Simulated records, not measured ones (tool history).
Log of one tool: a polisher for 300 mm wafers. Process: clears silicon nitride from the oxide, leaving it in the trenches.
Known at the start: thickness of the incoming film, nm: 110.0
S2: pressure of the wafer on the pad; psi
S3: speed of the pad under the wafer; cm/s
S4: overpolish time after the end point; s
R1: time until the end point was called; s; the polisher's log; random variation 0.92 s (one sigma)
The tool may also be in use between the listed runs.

run 1 hour=0 | flow_of_slurry_(ml/min)=155 S2=2.9 S3=102 S4=4 | R1=114.11
run 2 hour=1.1 | flow_of_slurry_(ml/min)=155 S2=3.2 S3=104 S4=4 | R1=100.94
run 3 hour=3 | flow_of_slurry_(ml/min)=155 S2=3.4 S3=106 S4=4 | R1=93.789
run 4 hour=10.6 | flow_of_slurry_(ml/min)=155 S2=3.4 S3=124 S4=4 | R1=80.584
run 5 hour=11.7 | flow_of_slurry_(ml/min)=155 S2=3.4 S3=114 S4=4 | R1=88.658
run 6 hour=19 | flow_of_slurry_(ml/min)=115 S2=3.4 S3=114 S4=4 | R1=95.832

Forecast run 7:
run 7 hour=25 | flow_of_slurry_(ml/min)=125 S2=3.6 S3=114 S4=4 | R1=?

{"run 7": {"R1": 87.746}}
